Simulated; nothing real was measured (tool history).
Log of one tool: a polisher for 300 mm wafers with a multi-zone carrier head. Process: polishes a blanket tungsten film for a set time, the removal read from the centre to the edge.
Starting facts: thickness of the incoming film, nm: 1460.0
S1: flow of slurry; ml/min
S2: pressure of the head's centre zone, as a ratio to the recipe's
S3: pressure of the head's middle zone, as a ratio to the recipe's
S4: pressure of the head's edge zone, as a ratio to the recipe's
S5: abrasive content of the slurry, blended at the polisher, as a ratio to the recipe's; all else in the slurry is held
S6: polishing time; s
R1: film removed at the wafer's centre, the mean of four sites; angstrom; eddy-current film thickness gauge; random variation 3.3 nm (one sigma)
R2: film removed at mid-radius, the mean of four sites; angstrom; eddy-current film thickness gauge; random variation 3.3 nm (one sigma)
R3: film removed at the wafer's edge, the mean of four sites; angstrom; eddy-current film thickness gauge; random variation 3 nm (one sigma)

run    day   S1    S2    S3    S4    S5  S6      R1      R2      R3
  1      0  180     1     1     1     1  57  3837.4  3775.3  3822.4
  2    0.3  180     1  1.05     1     1  57  3820.6  3875.9  3840.8
  3  0.438  195     1  1.02  1.06  1.05  57  3934.3  3945.7  4024.4
  4  0.546  195     1  1.02  1.06  1.05  49  3432.1  3367.9  3458.1
  5  0.796  195     1  1.08  1.06  1.05  49    3445  3561.2  3431.1
  6  1.096  200     1  1.03   1.1  1.15  51  3585.7  3637.9    3791
  7  1.154  215  1.02  1.01  1.13  1.25  52    3895  3781.1  4020.9
  8  1.442  215  1.02  1.01  1.13  1.25  52  3870.4    3779  3966.9
  9  1.667  220  1.02  0.98  1.15   1.3  53  4043.8  3797.3  4158.6
 10  1.871  225  1.01  0.97  1.16  1.35  54  4124.3  3894.2  4296.7

Run 11 is up next; what results do you expect?
 11  2.154  230   1  0.96  1.17  1.4  55   ?   ?   ?

Logged for run 11: R1 4179.7 angstrom, R2 3973.3 angstrom, R3 4470.7 angstrom.
